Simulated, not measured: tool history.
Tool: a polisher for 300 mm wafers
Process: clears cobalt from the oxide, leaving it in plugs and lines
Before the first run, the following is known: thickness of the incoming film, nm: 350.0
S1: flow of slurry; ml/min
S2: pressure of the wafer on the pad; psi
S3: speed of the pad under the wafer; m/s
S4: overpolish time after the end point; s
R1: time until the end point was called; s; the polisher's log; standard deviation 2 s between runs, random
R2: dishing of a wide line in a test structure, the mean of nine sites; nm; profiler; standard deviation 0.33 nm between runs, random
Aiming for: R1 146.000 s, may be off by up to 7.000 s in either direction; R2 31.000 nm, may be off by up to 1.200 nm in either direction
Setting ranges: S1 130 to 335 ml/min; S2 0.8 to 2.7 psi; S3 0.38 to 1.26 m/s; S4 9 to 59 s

run  hour   S1   S2    S3  S4       R1      R2
  1   0.0  215  1.7  0.82  30   86.596  30.673
  2   1.9  215  1.6  0.82  32   92.459  29.785
  3   9.5  185  1.6  0.82  32   94.557  30.655
  4  12.5  185  1.4  0.82  32  106.520  30.342
  5  14.4  185  1.4  0.82  24  108.250  28.941
  6  20.8  185  1.4  0.82  19  106.150  26.696
  7  26.4  185  1.3  0.82  22  114.730  27.373
  8  28.6  180  1.3  0.82  25  114.200  28.306
  9  35.8  180  1.3  0.82  27  115.440  28.509
 10  36.7  180  1.3  0.82  29  116.340  29.215
 11  38.2  180  1.3  0.82  30  113.840  29.322
 12  42.9  180  1.2  0.82  32  122.290  29.495
 13  48.2  180  1.2  0.82  33  121.830  29.354
 14  51.2  175  1.2  0.82  35  122.160  29.970
 15  58.6  175  1.2  0.82  36  121.700  30.571
 16  65.9  175  1.2  0.82  37  123.480  30.435

Which one of the following 4 next-run settings gets every result inside its allowed miss? There is exactly one.
  A  73.2  170  1.0  0.72  50   ?   ?
  B  73.2  145  1.4  0.60  29   ?   ?
  C  73.2  195  1.2  0.78  44   ?   ?
  D  73.2  130  1.3  0.64  54   ?   ?

move       R1      R2
   A  167.210  30.687
   B  148.650  28.011
   C  129.660  30.863
   D  151.050  31.131
A: takes the biggest miss from the last run beyond its target
B: the furthest-off result lands on target, but another misses its tolerance
C: better than the last run, though not everything is in spec
D: all results in spec
The right move is D.
